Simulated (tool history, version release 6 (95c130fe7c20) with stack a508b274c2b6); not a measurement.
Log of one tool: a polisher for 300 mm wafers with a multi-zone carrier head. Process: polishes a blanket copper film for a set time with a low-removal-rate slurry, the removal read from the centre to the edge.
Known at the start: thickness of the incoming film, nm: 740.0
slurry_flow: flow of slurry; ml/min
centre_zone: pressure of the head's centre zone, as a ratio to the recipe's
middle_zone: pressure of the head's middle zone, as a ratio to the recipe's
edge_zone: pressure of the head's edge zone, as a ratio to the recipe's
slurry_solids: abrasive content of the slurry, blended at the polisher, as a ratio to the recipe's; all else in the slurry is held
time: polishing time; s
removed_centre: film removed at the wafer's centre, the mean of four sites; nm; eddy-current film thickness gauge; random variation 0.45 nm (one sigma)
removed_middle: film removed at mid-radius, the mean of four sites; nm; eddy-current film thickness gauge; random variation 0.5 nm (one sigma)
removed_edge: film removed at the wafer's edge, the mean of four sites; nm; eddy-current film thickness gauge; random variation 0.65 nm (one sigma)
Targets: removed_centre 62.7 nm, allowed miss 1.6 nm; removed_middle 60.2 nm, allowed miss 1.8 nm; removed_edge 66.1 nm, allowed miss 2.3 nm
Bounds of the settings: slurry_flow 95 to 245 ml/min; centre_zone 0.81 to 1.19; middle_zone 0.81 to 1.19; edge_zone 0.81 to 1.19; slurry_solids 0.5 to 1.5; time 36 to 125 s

| run | hour | slurry_flow | centre_zone | middle_zone | edge_zone | slurry_solids | time | removed_centre | removed_middle | removed_edge |
|---|---|---|---|---|---|---|---|---|---|---|
| 1 | 0 | 155 | 1 | 1 | 1 | 1 | 80 | 132.94 | 134.68 | 137.31 |
| 2 | 8.4 | 120 | 1 | 1 | 1 | 1 | 80 | 125.36 | 125.37 | 129.35 |
| 3 | 16.7 | 155 | 1 | 1 | 1 | 1 | 80 | 132.83 | 131.54 | 136.76 |
| 4 | 21.5 | 155 | 1 | 1 | 0.91 | 1 | 80 | 135.69 | 132.28 | 129.11 |
| 5 | 30.5 | 145 | 0.97 | 0.96 | 0.9 | 0.9 | 72 | 113.22 | 110.27 | 112.64 |
| 6 | 36.9 | 145 | 0.97 | 1.04 | 0.9 | 0.9 | 72 | 114.57 | 116.27 | 109.24 |
| 7 | 43.5 | 135 | 0.95 | 1.01 | 0.89 | 0.8 | 66 | 96.517 | 101.35 | 96.109 |
| 8 | 48.6 | 130 | 0.95 | 0.97 | 0.88 | 0.75 | 62 | 87.32 | 88.341 | 87.112 |
| 9 | 53.3 | 125 | 0.94 | 0.94 | 0.87 | 0.7 | 60 | 81.459 | 80.163 | 81.505 |
| 10 | 55.9 | 110 | 0.85 | 0.84 | 0.81 | 0.5 | 53 | 55.668 | 55.075 | 59.729 |
| 11 | 60.9 | 155 | 0.87 | 0.83 | 0.87 | 0.5 | 52 | 61.269 | 58.083 | 65.73 |
| 12 | 61.5 | 160 | 0.87 | 0.83 | 0.87 | 0.5 | 52 | 62.284 | 58.84 | 65.295 |

Which of these 4 next moves meets every target?
| A | 62.1 | 180 | 0.9 | 0.82 | 0.99 | 0.55 | 47 | ? | ? | ? |
| B | 62.1 | 155 | 0.91 | 0.81 | 0.93 | 0.5 | 51 | ? | ? | ? |
| C | 62.1 | 155 | 0.92 | 0.81 | 0.96 | 0.55 | 49 | ? | ? | ? |
| D | 62.1 | 140 | 0.85 | 0.84 | 0.84 | 0.5 | 55 | ? | ? | ? |

| move | removed_centre | removed_middle | removed_edge |
|---|---|---|---|
| A | 62.052 | 55.827 | 65.679 |
| B | 63.168 | 56.033 | 65.134 |
| C | 63.666 | 56.033 | 66.119 |
| D | 63.357 | 60.918 | 65.985 |
A: further off than the last run
B: further off than the last run
C: further off than the last run
D: meets every target
The right move is D.
